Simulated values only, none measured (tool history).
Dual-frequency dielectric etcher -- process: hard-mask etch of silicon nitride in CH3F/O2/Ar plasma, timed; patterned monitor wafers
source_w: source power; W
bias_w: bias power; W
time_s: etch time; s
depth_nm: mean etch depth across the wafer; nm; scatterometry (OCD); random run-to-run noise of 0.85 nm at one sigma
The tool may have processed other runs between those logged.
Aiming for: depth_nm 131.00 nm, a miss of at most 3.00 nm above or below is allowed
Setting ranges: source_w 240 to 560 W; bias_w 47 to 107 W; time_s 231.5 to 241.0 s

run 1 day=0.000 | source_w=400 bias_w=77 time_s=231.5 | depth_nm=151.58
run 2 day=0.058 | source_w=380 bias_w=76 time_s=231.5 | depth_nm=146.47
run 3 day=0.350 | source_w=380 bias_w=87 time_s=231.5 | depth_nm=155.57
run 4 day=0.488 | source_w=380 bias_w=100 time_s=231.5 | depth_nm=165.61
run 5 day=0.833 | source_w=360 bias_w=97 time_s=231.5 | depth_nm=159.28
run 6 day=1.029 | source_w=340 bias_w=95 time_s=231.5 | depth_nm=154.74
run 7 day=1.338 | source_w=320 bias_w=93 time_s=231.5 | depth_nm=148.76
run 8 day=1.529 | source_w=310 bias_w=92 time_s=231.5 | depth_nm=146.83
run 9 day=1.821 | source_w=240 bias_w=79 time_s=231.5 | depth_nm=120.75
run 10 day=2.150 | source_w=240 bias_w=79 time_s=231.5 | depth_nm=122.38
run 11 day=2.275 | source_w=250 bias_w=79 time_s=231.5 | depth_nm=124.90
run 12 day=2.321 | source_w=260 bias_w=79 time_s=231.5 | depth_nm=126.89

5 next moves are on the table. One of them brings every result within its allowed miss. Which?
run A day=2.367 | source_w=240 bias_w=83 time_s=233.5 | depth_nm=?
run B day=2.367 | source_w=270 bias_w=69 time_s=231.5 | depth_nm=?
run C day=2.367 | source_w=280 bias_w=81 time_s=231.5 | depth_nm=?
run D day=2.367 | source_w=260 bias_w=71 time_s=235.5 | depth_nm=?
run E day=2.367 | source_w=270 bias_w=69 time_s=239.0 | depth_nm=?

move=A depth_nm=126.12
move=B depth_nm=122.61
move=C depth_nm=133.17
move=D depth_nm=123.94
move=E depth_nm=126.58
A: its largest miss is bigger than the last run's
B: its largest miss is bigger than the last run's
C: every result within its allowed miss
D: its largest miss is bigger than the last run's
E: its largest miss is bigger than the last run's
Go with C: it meets all targets.

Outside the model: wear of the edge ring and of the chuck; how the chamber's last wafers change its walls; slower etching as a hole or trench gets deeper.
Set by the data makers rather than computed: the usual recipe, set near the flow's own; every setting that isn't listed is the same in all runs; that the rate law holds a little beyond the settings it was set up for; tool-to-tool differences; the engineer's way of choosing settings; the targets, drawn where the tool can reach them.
